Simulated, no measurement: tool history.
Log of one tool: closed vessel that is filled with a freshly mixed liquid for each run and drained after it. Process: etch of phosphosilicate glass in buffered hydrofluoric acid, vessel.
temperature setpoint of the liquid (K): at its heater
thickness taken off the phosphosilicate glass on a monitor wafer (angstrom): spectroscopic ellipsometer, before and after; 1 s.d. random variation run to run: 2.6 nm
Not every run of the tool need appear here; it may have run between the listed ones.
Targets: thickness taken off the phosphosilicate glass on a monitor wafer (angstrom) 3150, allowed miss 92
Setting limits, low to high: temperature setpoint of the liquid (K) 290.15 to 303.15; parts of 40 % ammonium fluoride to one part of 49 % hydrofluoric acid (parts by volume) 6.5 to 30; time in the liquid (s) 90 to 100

run,hour,temperature setpoint of the liquid (K),parts of 40 % ammonium fluoride to one part of 49 % hydrofluoric acid (parts by volume),time in the liquid (s),thickness taken off the phosphosilicate glass on a monitor wafer (angstrom)
1,0,295.15,18.5,90,2003.9
2,3.4,295.15,18.5,90,2000.5
3,5.4,295.15,14.5,90,2536.1
4,7.3,295.15,14.5,90,2545.9
5,10.7,295.15,11,90,3275.9
6,16,295.15,11,100,3663.5
7,19.4,294.65,11,100,3564.2
8,27.7,294.15,11,100,3450.6

Which one of the following 4 next-run settings gets every result inside its allowed miss? There is exactly one.
A,36,297.65,13.5,90,?
B,36,295.15,12,100,?
C,36,293.65,9.5,95,?
D,36,294.65,10.5,90,?

move,thickness taken off the phosphosilicate glass on a monitor wafer (angstrom)
A,3131
B,3403.9
C,3671.1
D,3394.7
A: each result inside its tolerance
B: moves toward the targets from the last run without getting all of them in spec
C: further off than the last run
D: moves toward the targets from the last run without getting all of them in spec
A is the move that brings every result within its allowed miss.
